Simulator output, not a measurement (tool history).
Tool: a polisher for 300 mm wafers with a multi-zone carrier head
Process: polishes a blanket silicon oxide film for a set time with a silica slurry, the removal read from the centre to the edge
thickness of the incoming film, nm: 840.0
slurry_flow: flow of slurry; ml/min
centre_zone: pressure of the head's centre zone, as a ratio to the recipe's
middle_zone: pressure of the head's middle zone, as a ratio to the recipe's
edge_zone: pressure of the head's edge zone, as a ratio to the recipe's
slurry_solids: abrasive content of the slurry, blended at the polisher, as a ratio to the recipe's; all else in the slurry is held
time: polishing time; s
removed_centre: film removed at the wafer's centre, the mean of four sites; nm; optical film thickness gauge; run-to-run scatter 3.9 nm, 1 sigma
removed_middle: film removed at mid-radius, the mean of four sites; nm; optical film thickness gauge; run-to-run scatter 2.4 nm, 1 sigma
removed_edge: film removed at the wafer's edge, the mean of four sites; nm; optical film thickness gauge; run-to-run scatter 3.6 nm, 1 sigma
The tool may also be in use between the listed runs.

run 1 day=0 | slurry_flow=155 centre_zone=1 middle_zone=1 edge_zone=1 slurry_solids=1 time=58 | removed_centre=272.5 removed_middle=267.65 removed_edge=268.91
run 2 day=0.175 | slurry_flow=155 centre_zone=1 middle_zone=1 edge_zone=1 slurry_solids=1 time=70 | removed_centre=328.97 removed_middle=326.3 removed_edge=325.9
run 3 day=0.446 | slurry_flow=145 centre_zone=0.96 middle_zone=1.02 edge_zone=0.98 slurry_solids=1 time=70 | removed_centre=304.3 removed_middle=328.82 removed_edge=313.19
run 4 day=0.792 | slurry_flow=125 centre_zone=0.96 middle_zone=1.02 edge_zone=0.98 slurry_solids=1 time=70 | removed_centre=297.38 removed_middle=319.26 removed_edge=313.04
run 5 day=0.908 | slurry_flow=125 centre_zone=0.96 middle_zone=1.02 edge_zone=0.94 slurry_solids=1 time=70 | removed_centre=301.1 removed_middle=320.41 removed_edge=305.07
run 6 day=1.067 | slurry_flow=125 centre_zone=1.02 middle_zone=1.02 edge_zone=0.94 slurry_solids=1 time=70 | removed_centre=321.97 removed_middle=319.01 removed_edge=306.06
run 7 day=1.175 | slurry_flow=120 centre_zone=0.99 middle_zone=1.03 edge_zone=0.94 slurry_solids=1 time=70 | removed_centre=299.35 removed_middle=319.72 removed_edge=307.59
run 8 day=1.204 | slurry_flow=120 centre_zone=0.97 middle_zone=1.04 edge_zone=0.93 slurry_solids=1 time=70 | removed_centre=302.11 removed_middle=318.92 removed_edge=301.72
run 9 day=1.471 | slurry_flow=115 centre_zone=0.94 middle_zone=1.06 edge_zone=0.93 slurry_solids=1 time=70 | removed_centre=291.08 removed_middle=323.43 removed_edge=301.16
run 10 day=1.808 | slurry_flow=115 centre_zone=0.92 middle_zone=1.07 edge_zone=0.93 slurry_solids=1 time=70 | removed_centre=282.39 removed_middle=325.15 removed_edge=301.84

Forecast run 11:
run 11 day=1.85 | slurry_flow=115 centre_zone=0.92 middle_zone=1.07 edge_zone=0.93 slurry_solids=1 time=70 | removed_centre=? removed_middle=? removed_edge=?

{"run 11": {"removed_centre": 285.92, "removed_middle": 327.16, "removed_edge": 302.1}}
